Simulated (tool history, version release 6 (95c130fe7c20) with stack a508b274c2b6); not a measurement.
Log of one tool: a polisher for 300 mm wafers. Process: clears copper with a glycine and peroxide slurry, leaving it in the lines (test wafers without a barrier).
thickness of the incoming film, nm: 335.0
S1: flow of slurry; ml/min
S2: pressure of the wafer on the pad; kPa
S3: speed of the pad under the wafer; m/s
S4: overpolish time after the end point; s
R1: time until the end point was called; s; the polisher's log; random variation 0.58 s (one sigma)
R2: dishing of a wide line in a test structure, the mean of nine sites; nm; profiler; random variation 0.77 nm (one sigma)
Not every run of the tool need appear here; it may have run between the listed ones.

{"run": 1, "hour": 0.0, "S1": 210, "S2": 13.1, "S3": 0.82, "S4": 12, "R1": 88.431, "R2": 24.455}
{"run": 2, "hour": 3.0, "S1": 210, "S2": 14.5, "S3": 0.82, "S4": 12, "R1": 83.88, "R2": 24.47}
{"run": 3, "hour": 7.9, "S1": 215, "S2": 15.9, "S3": 0.84, "S4": 13, "R1": 76.565, "R2": 26.904}
{"run": 4, "hour": 11.5, "S1": 215, "S2": 16.5, "S3": 0.86, "S4": 13, "R1": 73.666, "R2": 27.234}
{"run": 5, "hour": 18.5, "S1": 215, "S2": 19.3, "S3": 0.86, "S4": 13, "R1": 65.223, "R2": 29.307}
{"run": 6, "hour": 26.0, "S1": 215, "S2": 20.7, "S3": 0.86, "S4": 13, "R1": 62.865, "R2": 29.424}
{"run": 7, "hour": 32.5, "S1": 215, "S2": 20.7, "S3": 0.86, "S4": 13, "R1": 63.048, "R2": 29.105}
{"run": 8, "hour": 37.7, "S1": 220, "S2": 20.7, "S3": 0.88, "S4": 13, "R1": 61.464, "R2": 29.339}

Run 9, settings as shown, results not yet in. Your forecast:
{"run": 9, "hour": 40.7, "S1": 220, "S2": 20.7, "S3": 0.9, "S4": 13, "R1": "?", "R2": "?"}

R1: 59.719 s
R2: 28.205 nm
